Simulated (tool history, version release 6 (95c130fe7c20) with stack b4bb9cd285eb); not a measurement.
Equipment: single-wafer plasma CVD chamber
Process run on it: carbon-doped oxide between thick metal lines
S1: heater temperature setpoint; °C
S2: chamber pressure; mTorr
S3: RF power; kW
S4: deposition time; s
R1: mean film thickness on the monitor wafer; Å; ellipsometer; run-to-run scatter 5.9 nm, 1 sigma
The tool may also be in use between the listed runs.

run 1 hour=0.0 | S1=335 S2=4470 S3=0.600 S4=250 | R1=14029
run 2 hour=8.8 | S1=335 S2=4530 S3=0.615 S4=251 | R1=14292
run 3 hour=10.7 | S1=335 S2=4530 S3=0.550 S4=251 | R1=13354
run 4 hour=16.7 | S1=335 S2=4580 S3=0.565 S4=252 | R1=13656
run 5 hour=22.5 | S1=335 S2=4620 S3=0.580 S4=253 | R1=13971
run 6 hour=30.7 | S1=335 S2=4620 S3=0.580 S4=250 | R1=13789
run 7 hour=38.8 | S1=335 S2=4690 S3=0.595 S4=251 | R1=14009
run 8 hour=45.4 | S1=335 S2=4700 S3=0.610 S4=252 | R1=14262
run 9 hour=53.6 | S1=334 S2=4710 S3=0.625 S4=253 | R1=14656
run 10 hour=57.0 | S1=334 S2=4730 S3=0.635 S4=253 | R1=14782
-- hour=65.1 thermocouple changed; heater temperature recalibrated
run 11 hour=65.1 | S1=334 S2=4750 S3=0.645 S4=253 | R1=15209

Expected results for the next run?
run 12 hour=68.5 | S1=333 S2=4810 S3=0.650 S4=253 | R1=?

R1: 15375 Å
